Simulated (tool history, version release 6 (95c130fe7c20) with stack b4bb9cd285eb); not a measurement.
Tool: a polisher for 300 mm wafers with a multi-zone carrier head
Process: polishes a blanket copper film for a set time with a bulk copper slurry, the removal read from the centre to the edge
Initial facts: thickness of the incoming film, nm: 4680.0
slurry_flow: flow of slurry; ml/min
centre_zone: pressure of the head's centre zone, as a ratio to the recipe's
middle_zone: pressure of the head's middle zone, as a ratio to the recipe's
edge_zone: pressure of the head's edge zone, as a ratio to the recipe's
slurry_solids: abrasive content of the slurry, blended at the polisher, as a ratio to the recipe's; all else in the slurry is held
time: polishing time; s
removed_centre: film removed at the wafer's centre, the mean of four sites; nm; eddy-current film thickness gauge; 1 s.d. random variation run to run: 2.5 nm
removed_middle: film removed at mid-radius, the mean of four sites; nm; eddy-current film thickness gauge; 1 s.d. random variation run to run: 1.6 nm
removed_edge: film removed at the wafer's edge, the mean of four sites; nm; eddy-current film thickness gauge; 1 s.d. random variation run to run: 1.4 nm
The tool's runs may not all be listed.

run 1 hour=0 | slurry_flow=255 centre_zone=1 middle_zone=1 edge_zone=1 slurry_solids=1 time=37 | removed_centre=272.67 removed_middle=272.4 removed_edge=263.96
run 2 hour=3 | slurry_flow=245 centre_zone=0.99 middle_zone=0.97 edge_zone=0.99 slurry_solids=0.95 time=37 | removed_centre=259.84 removed_middle=262.01 removed_edge=258.05
run 3 hour=11.2 | slurry_flow=240 centre_zone=1 middle_zone=0.94 edge_zone=0.99 slurry_solids=0.9 time=37 | removed_centre=264.28 removed_middle=255.19 removed_edge=255.48
run 4 hour=15.9 | slurry_flow=235 centre_zone=1 middle_zone=0.92 edge_zone=1 slurry_solids=0.85 time=37 | removed_centre=258.74 removed_middle=245.35 removed_edge=253.42
run 5 hour=18.4 | slurry_flow=230 centre_zone=1 middle_zone=0.9 edge_zone=1 slurry_solids=0.8 time=37 | removed_centre=258.88 removed_middle=239.74 removed_edge=248.88
run 6 hour=21.1 | slurry_flow=230 centre_zone=1 middle_zone=0.82 edge_zone=1 slurry_solids=0.8 time=37 | removed_centre=260.42 removed_middle=226.88 removed_edge=250.13

What will run 7 give?
run 7 hour=26.1 | slurry_flow=225 centre_zone=0.99 middle_zone=0.82 edge_zone=1 slurry_solids=0.75 time=37 | removed_centre=? removed_middle=? removed_edge=?

{"run 7": {"removed_centre": 248.07, "removed_middle": 223.63, "removed_edge": 249.2}}

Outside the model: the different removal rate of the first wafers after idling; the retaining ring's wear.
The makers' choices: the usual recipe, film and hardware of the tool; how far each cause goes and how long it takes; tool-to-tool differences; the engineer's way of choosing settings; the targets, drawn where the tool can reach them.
